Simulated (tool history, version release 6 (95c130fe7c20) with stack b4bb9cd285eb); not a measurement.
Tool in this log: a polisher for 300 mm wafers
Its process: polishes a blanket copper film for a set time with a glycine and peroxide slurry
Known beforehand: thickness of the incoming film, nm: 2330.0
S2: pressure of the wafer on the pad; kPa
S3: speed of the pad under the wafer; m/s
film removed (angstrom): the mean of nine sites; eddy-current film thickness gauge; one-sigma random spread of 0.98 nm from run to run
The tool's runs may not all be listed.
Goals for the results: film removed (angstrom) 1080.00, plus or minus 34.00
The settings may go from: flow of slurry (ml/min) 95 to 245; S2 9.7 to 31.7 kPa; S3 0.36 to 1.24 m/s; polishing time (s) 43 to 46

{"run": 1, "hour": 0.0, "flow of slurry (ml/min)": 155, "S2": 20.7, "S3": 0.8, "polishing time (s)": 43, "film removed (angstrom)": 2167.7}
{"run": 2, "hour": 4.3, "flow of slurry (ml/min)": 150, "S2": 17.9, "S3": 0.74, "polishing time (s)": 43, "film removed (angstrom)": 1794.8}
{"run": 3, "hour": 9.7, "flow of slurry (ml/min)": 150, "S2": 21.4, "S3": 0.74, "polishing time (s)": 43, "film removed (angstrom)": 2073.6}
{"run": 4, "hour": 18.2, "flow of slurry (ml/min)": 150, "S2": 21.4, "S3": 0.74, "polishing time (s)": 43, "film removed (angstrom)": 2105.6}
{"run": 5, "hour": 20.7, "flow of slurry (ml/min)": 175, "S2": 21.4, "S3": 0.74, "polishing time (s)": 43, "film removed (angstrom)": 2138.7}
{"run": 6, "hour": 29.4, "flow of slurry (ml/min)": 150, "S2": 21.4, "S3": 0.74, "polishing time (s)": 43, "film removed (angstrom)": 2086.1}
{"run": 7, "hour": 34.1, "flow of slurry (ml/min)": 150, "S2": 21.4, "S3": 0.74, "polishing time (s)": 43, "film removed (angstrom)": 2061.9}
{"run": 8, "hour": 36.3, "flow of slurry (ml/min)": 125, "S2": 15.9, "S3": 0.54, "polishing time (s)": 43, "film removed (angstrom)": 1273.5}
{"run": 9, "hour": 41.4, "flow of slurry (ml/min)": 120, "S2": 15.2, "S3": 0.54, "polishing time (s)": 43, "film removed (angstrom)": 1224.2}
{"run": 10, "hour": 49.0, "flow of slurry (ml/min)": 115, "S2": 14.5, "S3": 0.54, "polishing time (s)": 43, "film removed (angstrom)": 1180.1}
{"run": 11, "hour": 51.7, "flow of slurry (ml/min)": 115, "S2": 13.8, "S3": 0.54, "polishing time (s)": 43, "film removed (angstrom)": 1144.1}

Which single option among these 5 for the next run brings every result within its allowed miss of target? Just one does.
{"run": "A", "hour": 54.4, "flow of slurry (ml/min)": 160, "S2": 15.2, "S3": 0.36, "polishing time (s)": 43, "film removed (angstrom)": "?"}
{"run": "B", "hour": 54.4, "flow of slurry (ml/min)": 100, "S2": 13.1, "S3": 0.56, "polishing time (s)": 46, "film removed (angstrom)": "?"}
{"run": "C", "hour": 54.4, "flow of slurry (ml/min)": 105, "S2": 12.4, "S3": 0.48, "polishing time (s)": 45, "film removed (angstrom)": "?"}
{"run": "D", "hour": 54.4, "flow of slurry (ml/min)": 95, "S2": 13.1, "S3": 0.48, "polishing time (s)": 44, "film removed (angstrom)": "?"}
{"run": "E", "hour": 54.4, "flow of slurry (ml/min)": 135, "S2": 11.7, "S3": 0.56, "polishing time (s)": 43, "film removed (angstrom)": "?"}

move=A film_removed_(angstrom)=1009.10
move=B film_removed_(angstrom)=1157.30
move=C film_removed_(angstrom)=1009.90
move=D film_removed_(angstrom)=989.46
move=E film_removed_(angstrom)=1089.10
A: takes the result that was furthest off past its target
B: misses by more than the last run did
C: takes the result that was furthest off past its target
D: takes the result that was furthest off past its target
E: every result lands within tolerance
So the answer is move E, the one that meets all the targets.

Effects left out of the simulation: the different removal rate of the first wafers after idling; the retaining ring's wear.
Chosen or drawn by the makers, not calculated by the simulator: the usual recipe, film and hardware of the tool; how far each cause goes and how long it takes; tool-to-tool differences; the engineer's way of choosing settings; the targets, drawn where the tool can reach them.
